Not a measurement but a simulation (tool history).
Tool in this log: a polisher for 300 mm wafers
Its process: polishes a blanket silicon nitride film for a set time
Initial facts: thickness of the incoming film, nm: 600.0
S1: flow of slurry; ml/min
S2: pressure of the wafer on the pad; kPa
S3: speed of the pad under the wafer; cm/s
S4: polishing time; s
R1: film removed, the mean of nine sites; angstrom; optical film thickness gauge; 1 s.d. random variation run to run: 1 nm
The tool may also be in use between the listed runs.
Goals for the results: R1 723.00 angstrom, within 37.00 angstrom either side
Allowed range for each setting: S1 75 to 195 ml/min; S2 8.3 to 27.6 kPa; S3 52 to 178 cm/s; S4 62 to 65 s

run	day	S1	S2	S3	S4	R1
1	0.000	125	17.9	114	62	906.57
2	0.300	125	17.2	114	62	882.18
3	0.558	125	16.5	114	62	821.14
4	0.808	125	20.7	114	62	1027.40
5	1.162	125	19.3	112	62	961.33
6	1.300	125	19.3	126	62	995.84
7	1.608	125	17.9	124	62	922.22
8	1.900	125	16.5	122	62	868.57

Exactly one of the 4 candidate moves below puts every result within its allowed miss. Which one?
A	2.192	105	16.5	82	65	?
B	2.192	125	18.6	118	62	?
C	2.192	125	14.5	144	62	?
D	2.192	145	9.0	150	62	?

move	R1
A	710.18
B	933.98
C	851.03
D	627.35
A: all results land within tolerance of their targets
B: lands further from the targets than the last run did
C: closer than the last run, but not yet in spec
D: carries the result that was furthest off beyond its target, to the other side
The move that meets every target is A.

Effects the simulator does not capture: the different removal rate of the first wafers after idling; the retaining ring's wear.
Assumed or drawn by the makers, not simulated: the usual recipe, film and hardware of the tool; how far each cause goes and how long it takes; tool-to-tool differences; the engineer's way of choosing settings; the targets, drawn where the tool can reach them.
